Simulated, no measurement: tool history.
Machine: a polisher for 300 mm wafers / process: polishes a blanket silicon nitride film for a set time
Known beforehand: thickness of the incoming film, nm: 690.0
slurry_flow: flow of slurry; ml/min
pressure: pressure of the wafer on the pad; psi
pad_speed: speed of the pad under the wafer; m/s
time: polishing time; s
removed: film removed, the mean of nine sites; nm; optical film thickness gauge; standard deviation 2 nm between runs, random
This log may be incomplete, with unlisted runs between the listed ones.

run    day  slurry_flow  pressure  pad_speed  time  removed
  1  0.000          210       3.6       1.42    38  103.930
  2  0.212          210       3.6       1.08    38   81.191
  3  0.354          210       3.9       1.10    38   91.060
  4  0.608          210       3.9       1.10    38   91.824
  5  0.788          210       4.2       1.10    38  100.540
  6  1.038          210       4.2       1.28    38  110.810
  7  1.221          210       4.4       1.28    38  118.340

Predict the results of run 8:
  8  1.246          215       5.4       1.32    38        ?

Run 8 measured removed 146.890 nm.
